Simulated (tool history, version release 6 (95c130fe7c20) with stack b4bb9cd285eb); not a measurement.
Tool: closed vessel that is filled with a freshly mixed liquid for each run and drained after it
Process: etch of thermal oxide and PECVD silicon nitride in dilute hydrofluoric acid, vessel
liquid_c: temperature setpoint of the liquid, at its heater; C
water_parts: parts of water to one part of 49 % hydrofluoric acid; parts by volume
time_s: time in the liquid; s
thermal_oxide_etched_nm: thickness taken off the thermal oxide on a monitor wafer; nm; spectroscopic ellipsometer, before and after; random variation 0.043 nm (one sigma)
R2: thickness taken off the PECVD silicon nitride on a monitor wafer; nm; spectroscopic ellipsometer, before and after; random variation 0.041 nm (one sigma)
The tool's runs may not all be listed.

Run 1, hour 0: liquid_c 23 C, water_parts 50 parts by volume, time_s 90 s. Result: thermal_oxide_etched_nm 9.0316 nm, R2 4.1322 nm.
Run 2, hour 6.5: liquid_c 22.5 C, water_parts 45 parts by volume, time_s 90 s. Result: thermal_oxide_etched_nm 9.8349 nm, R2 4.4124 nm.
Run 3, hour 10.2: liquid_c 22.5 C, water_parts 60 parts by volume, time_s 90 s. Result: thermal_oxide_etched_nm 7.3224 nm, R2 3.3177 nm.
Run 4, hour 12.2: liquid_c 22 C, water_parts 55 parts by volume, time_s 90 s. Result: thermal_oxide_etched_nm 7.8574 nm, R2 3.5056 nm.
Run 5, hour 18.7: liquid_c 21.5 C, water_parts 50 parts by volume, time_s 90 s. Result: thermal_oxide_etched_nm 8.4546 nm, R2 3.6988 nm.
Run 6, hour 22.8: liquid_c 24 C, water_parts 50 parts by volume, time_s 90 s. Result: thermal_oxide_etched_nm 9.4979 nm, R2 4.416 nm.
Run 7, hour 31.4: liquid_c 21 C, water_parts 35 parts by volume, time_s 85 s. Result: thermal_oxide_etched_nm 11.432 nm, R2 4.8131 nm.
Run 8, hour 32.2: liquid_c 20.5 C, water_parts 40 parts by volume, time_s 85 s. Result: thermal_oxide_etched_nm 9.7136 nm, R2 4.0768 nm.
Run 9, hour 36.7: liquid_c 21 C, water_parts 35 parts by volume, time_s 85 s. Result: thermal_oxide_etched_nm 11.443 nm, R2 4.9041 nm.
Run 10, hour 40.7: liquid_c 21 C, water_parts 35 parts by volume, time_s 85 s. Result: thermal_oxide_etched_nm 11.343 nm, R2 4.8366 nm.

Run 11 comes next. What will it give?
Run 11, hour 45: liquid_c 20.5 C, water_parts 35 parts by volume, time_s 85 s. Result: thermal_oxide_etched_nm ?, R2 ?.

Run 11 gave thermal_oxide_etched_nm 11.201 nm, R2 4.606 nm.
